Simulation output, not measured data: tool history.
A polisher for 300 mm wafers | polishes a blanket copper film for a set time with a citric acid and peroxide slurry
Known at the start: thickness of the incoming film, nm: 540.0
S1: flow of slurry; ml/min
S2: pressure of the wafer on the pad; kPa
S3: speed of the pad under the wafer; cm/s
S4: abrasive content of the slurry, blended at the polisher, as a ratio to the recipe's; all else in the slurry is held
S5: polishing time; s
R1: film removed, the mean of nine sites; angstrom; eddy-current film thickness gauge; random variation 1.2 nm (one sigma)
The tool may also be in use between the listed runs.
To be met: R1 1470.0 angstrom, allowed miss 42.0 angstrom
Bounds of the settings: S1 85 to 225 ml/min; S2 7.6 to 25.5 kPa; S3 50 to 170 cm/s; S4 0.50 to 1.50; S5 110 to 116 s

Run 1, day 0.000: S1 145 ml/min, S2 16.5 kPa, S3 110 cm/s, S4 1.00, S5 110 s. Result: R1 2339.0 angstrom.
Run 2, day 0.033: S1 140 ml/min, S2 14.5 kPa, S3 110 cm/s, S4 1.00, S5 110 s. Result: R1 2070.8 angstrom.
Run 3, day 0.325: S1 140 ml/min, S2 14.5 kPa, S3 96 cm/s, S4 1.00, S5 110 s. Result: R1 1779.5 angstrom.
Run 4, day 0.583: S1 125 ml/min, S2 14.5 kPa, S3 96 cm/s, S4 1.00, S5 110 s. Result: R1 1737.8 angstrom.
Run 5, day 0.608: S1 125 ml/min, S2 14.5 kPa, S3 96 cm/s, S4 1.00, S5 110 s. Result: R1 1767.5 angstrom.
Run 6, day 0.667: S1 125 ml/min, S2 14.5 kPa, S3 96 cm/s, S4 1.10, S5 110 s. Result: R1 1811.9 angstrom.
Run 7, day 0.917: S1 105 ml/min, S2 11.0 kPa, S3 96 cm/s, S4 1.10, S5 110 s. Result: R1 1342.3 angstrom.
Run 8, day 1.275: S1 115 ml/min, S2 11.0 kPa, S3 96 cm/s, S4 1.10, S5 110 s. Result: R1 1377.2 angstrom.
Run 9, day 1.304: S1 120 ml/min, S2 11.0 kPa, S3 96 cm/s, S4 1.10, S5 110 s. Result: R1 1399.7 angstrom.
Run 10, day 1.554: S1 125 ml/min, S2 11.0 kPa, S3 96 cm/s, S4 1.10, S5 110 s. Result: R1 1398.9 angstrom.
Run 11, day 1.633: S1 130 ml/min, S2 11.0 kPa, S3 96 cm/s, S4 1.10, S5 110 s. Result: R1 1399.8 angstrom.
Run 12, day 1.725: S1 135 ml/min, S2 11.0 kPa, S3 96 cm/s, S4 1.10, S5 110 s. Result: R1 1421.9 angstrom.

4 next moves are on the table. One of them brings every result within its allowed miss. Which?
Run A, day 1.817: S1 150 ml/min, S2 11.0 kPa, S3 92 cm/s, S4 1.05, S5 111 s. Result: R1 ?.
Run B, day 1.817: S1 125 ml/min, S2 11.0 kPa, S3 90 cm/s, S4 1.10, S5 116 s. Result: R1 ?.
Run C, day 1.817: S1 140 ml/min, S2 11.0 kPa, S3 98 cm/s, S4 1.05, S5 113 s. Result: R1 ?.
Run D, day 1.817: S1 120 ml/min, S2 13.1 kPa, S3 80 cm/s, S4 1.10, S5 110 s. Result: R1 ?.

move      R1
   A  1380.7
   B  1387.6
   C  1476.0
   D  1374.7
A: further off than the last run
B: further off than the last run
C: meets every target
D: further off than the last run
The right move is C.
